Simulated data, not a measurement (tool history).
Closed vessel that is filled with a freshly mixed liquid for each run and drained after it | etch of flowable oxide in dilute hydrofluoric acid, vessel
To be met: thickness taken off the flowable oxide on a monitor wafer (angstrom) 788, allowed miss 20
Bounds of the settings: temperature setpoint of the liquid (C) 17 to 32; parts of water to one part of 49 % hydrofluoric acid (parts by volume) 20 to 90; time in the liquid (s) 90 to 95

run,hour,temperature setpoint of the liquid (C),parts of water to one part of 49 % hydrofluoric acid (parts by volume),time in the liquid (s),thickness taken off the flowable oxide on a monitor wafer (angstrom)
1,0,24,50,90,624.94
2,3.4,26,50,90,683.14
3,4.8,27,50,90,710.89
4,5.9,27,35,90,1036.8
5,12.2,25,35,90,957.32
# hour 19.3: thermometer replaced
6,19.3,26.5,35,90,1127.7
7,23.8,22.5,35,90,945.86
8,28.9,21,35,90,895.19

4 next moves are on the table. One of them brings every result within its allowed miss. Which?
A,34,22.5,35,95,?
B,34,22,35,95,?
C,34,20,40,95,?
D,34,21,30,90,?

move,thickness taken off the flowable oxide on a monitor wafer (angstrom)
A,1007.1
B,986.1
C,787.57
D,1051.1
A: further off than the last run
B: further off than the last run
C: meets every target
D: further off than the last run
Move C is the one to make.
